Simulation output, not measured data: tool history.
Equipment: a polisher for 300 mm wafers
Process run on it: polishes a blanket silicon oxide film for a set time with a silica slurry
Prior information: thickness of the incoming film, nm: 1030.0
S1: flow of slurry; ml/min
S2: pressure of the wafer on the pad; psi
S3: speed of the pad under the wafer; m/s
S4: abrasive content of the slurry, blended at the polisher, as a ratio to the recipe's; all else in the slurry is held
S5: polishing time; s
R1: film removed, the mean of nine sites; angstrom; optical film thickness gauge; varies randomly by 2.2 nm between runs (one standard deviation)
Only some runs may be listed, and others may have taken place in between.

| run | hour | S1 | S2 | S3 | S4 | S5 | R1 |
|---|---|---|---|---|---|---|---|
| 1 | 0.0 | 310 | 4.5 | 1.00 | 1.0 | 54 | 1676.6 |
| 2 | 0.8 | 310 | 4.7 | 1.00 | 1.0 | 54 | 1730.0 |
| 3 | 4.6 | 310 | 4.9 | 1.00 | 1.0 | 54 | 1806.4 |
| 4 | 13.1 | 310 | 4.9 | 1.00 | 1.1 | 54 | 1843.7 |
| 5 | 16.5 | 310 | 4.9 | 0.84 | 1.1 | 54 | 1611.3 |
| 6 | 20.9 | 310 | 5.2 | 0.84 | 1.1 | 54 | 1700.2 |

Predict the results of run 7:
| 7 | 29.5 | 310 | 5.5 | 0.84 | 1.1 | 54 | ? |

R1: 1800.7 angstrom

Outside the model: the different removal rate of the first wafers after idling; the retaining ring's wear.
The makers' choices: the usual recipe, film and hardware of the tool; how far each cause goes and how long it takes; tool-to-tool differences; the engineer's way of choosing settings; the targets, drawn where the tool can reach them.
